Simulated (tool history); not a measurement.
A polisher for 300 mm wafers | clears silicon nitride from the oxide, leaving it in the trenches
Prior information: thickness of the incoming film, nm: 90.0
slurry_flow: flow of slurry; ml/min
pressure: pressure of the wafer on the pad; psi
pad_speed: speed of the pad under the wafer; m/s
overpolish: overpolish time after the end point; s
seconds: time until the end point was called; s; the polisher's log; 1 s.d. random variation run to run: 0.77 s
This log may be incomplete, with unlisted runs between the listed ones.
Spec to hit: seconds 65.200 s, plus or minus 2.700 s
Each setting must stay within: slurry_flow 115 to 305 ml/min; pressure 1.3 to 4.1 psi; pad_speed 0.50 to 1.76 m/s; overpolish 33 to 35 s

Run 1, hour 0.0: slurry_flow 195 ml/min, pressure 2.7 psi, pad_speed 1.12 m/s, overpolish 33 s. Result: seconds 91.648 s.
Run 2, hour 7.9: slurry_flow 195 ml/min, pressure 3.0 psi, pad_speed 1.12 m/s, overpolish 33 s. Result: seconds 82.681 s.
Run 3, hour 10.4: slurry_flow 195 ml/min, pressure 3.0 psi, pad_speed 0.92 m/s, overpolish 33 s. Result: seconds 101.300 s.
Run 4, hour 15.2: slurry_flow 195 ml/min, pressure 3.0 psi, pad_speed 0.92 m/s, overpolish 35 s. Result: seconds 99.845 s.
Run 5, hour 22.0: slurry_flow 195 ml/min, pressure 3.0 psi, pad_speed 1.06 m/s, overpolish 35 s. Result: seconds 87.011 s.
Run 6, hour 27.5: slurry_flow 150 ml/min, pressure 3.0 psi, pad_speed 1.06 m/s, overpolish 35 s. Result: seconds 92.936 s.
Run 7, hour 28.0: slurry_flow 160 ml/min, pressure 3.1 psi, pad_speed 1.06 m/s, overpolish 35 s. Result: seconds 86.453 s.
Run 8, hour 31.4: slurry_flow 165 ml/min, pressure 3.2 psi, pad_speed 1.06 m/s, overpolish 35 s. Result: seconds 84.547 s.
Run 9, hour 38.7: slurry_flow 170 ml/min, pressure 3.3 psi, pad_speed 1.06 m/s, overpolish 35 s. Result: seconds 83.004 s.
Run 10, hour 40.1: slurry_flow 175 ml/min, pressure 3.4 psi, pad_speed 1.06 m/s, overpolish 35 s. Result: seconds 80.532 s.
Run 11, hour 43.8: slurry_flow 175 ml/min, pressure 3.5 psi, pad_speed 1.06 m/s, overpolish 35 s. Result: seconds 78.245 s.
Run 12, hour 51.5: slurry_flow 175 ml/min, pressure 3.6 psi, pad_speed 1.06 m/s, overpolish 35 s. Result: seconds 75.687 s.
Run 13, hour 56.7: slurry_flow 175 ml/min, pressure 3.7 psi, pad_speed 1.06 m/s, overpolish 35 s. Result: seconds 73.756 s.

Of the 4 settings listed for the next run, only one would bring every result within its allowed miss of target. Which one?
Run A, hour 61.9: slurry_flow 225 ml/min, pressure 3.3 psi, pad_speed 0.94 m/s, overpolish 33 s. Result: seconds ?.
Run B, hour 61.9: slurry_flow 170 ml/min, pressure 4.0 psi, pad_speed 1.12 m/s, overpolish 33 s. Result: seconds ?.
Run C, hour 61.9: slurry_flow 190 ml/min, pressure 4.0 psi, pad_speed 0.86 m/s, overpolish 35 s. Result: seconds ?.
Run D, hour 61.9: slurry_flow 160 ml/min, pressure 3.0 psi, pad_speed 1.04 m/s, overpolish 33 s. Result: seconds ?.

move  seconds
   A   88.822
   B   65.340
   C   82.903
   D   92.324
A: misses by more than the last run did
B: each result inside its tolerance
C: misses by more than the last run did
D: misses by more than the last run did
Go with B: it meets all targets.
